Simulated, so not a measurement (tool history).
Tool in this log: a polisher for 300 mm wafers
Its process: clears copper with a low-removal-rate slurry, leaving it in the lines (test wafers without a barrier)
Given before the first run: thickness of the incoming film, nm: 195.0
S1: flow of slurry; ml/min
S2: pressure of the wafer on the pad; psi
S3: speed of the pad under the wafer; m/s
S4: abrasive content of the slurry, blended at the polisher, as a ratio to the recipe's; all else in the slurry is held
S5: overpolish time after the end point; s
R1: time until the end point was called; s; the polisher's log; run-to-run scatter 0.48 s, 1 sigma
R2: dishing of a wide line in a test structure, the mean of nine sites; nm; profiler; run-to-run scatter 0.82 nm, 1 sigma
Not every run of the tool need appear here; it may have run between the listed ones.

run,hour,S1,S2,S3,S4,S5,R1,R2
1,0.0,270,2.9,0.96,1.00,10,70.074,19.598
2,3.7,270,3.0,0.96,1.00,11,69.219,22.550
3,12.6,270,3.0,0.96,0.85,11,71.274,22.383
4,19.2,270,3.1,0.96,0.85,11,69.386,22.384
5,26.8,270,3.1,1.08,0.85,11,61.000,24.658
6,34.2,270,3.1,1.08,0.85,12,61.373,27.542
# hour 41.9: slurry blender recalibrated
7,41.9,275,3.2,1.08,0.85,14,56.266,33.201

Predict the results of run 8:
8,48.5,270,3.2,1.08,0.85,14,?,?

R1: 56.693 s
R2: 33.134 nm
